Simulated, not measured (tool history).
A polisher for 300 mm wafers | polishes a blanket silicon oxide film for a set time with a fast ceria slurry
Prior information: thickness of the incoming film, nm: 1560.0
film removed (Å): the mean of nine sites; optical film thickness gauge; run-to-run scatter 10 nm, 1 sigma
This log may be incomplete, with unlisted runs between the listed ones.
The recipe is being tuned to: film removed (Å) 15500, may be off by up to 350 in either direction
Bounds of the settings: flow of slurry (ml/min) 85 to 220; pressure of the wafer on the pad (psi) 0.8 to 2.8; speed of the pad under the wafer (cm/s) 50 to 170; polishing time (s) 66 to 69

run,day,flow of slurry (ml/min),pressure of the wafer on the pad (psi),speed of the pad under the wafer (cm/s),polishing time (s),film removed (Å)
1,0,140,1.8,110,66,8233.5
2,0.183,140,2,110,66,9065.5
3,0.225,115,2,110,66,8725.2
4,0.442,135,2.2,112,66,10237
5,0.529,135,2.2,112,66,10266
6,0.712,100,2.2,112,66,9440.1
7,0.758,130,2.3,112,66,10677
8,0.85,150,2.4,112,66,11247
9,1.054,160,2.5,114,66,11931
10,1.146,165,2.6,118,66,13053
11,1.292,170,2.7,120,66,13812
12,1.479,170,2.7,122,66,14005
13,1.504,170,2.7,124,66,14191
14,1.867,170,2.7,124,66,14313
15,1.967,175,2.7,124,66,14324
16,2.258,175,2.7,126,66,14587

4 next moves are on the table. One of them brings every result within its allowed miss. Which?
A,2.55,170,2.6,126,69,?
B,2.55,180,2.8,124,68,?
C,2.55,185,2.8,120,66,?
D,2.55,155,2.6,130,68,?

move,film removed (Å)
A,14760
B,15539
C,14668
D,14763
A: moves toward the targets from the last run without getting all of them in spec
B: every result lands within tolerance
C: moves toward the targets from the last run without getting all of them in spec
D: moves toward the targets from the last run without getting all of them in spec
The right move is B.
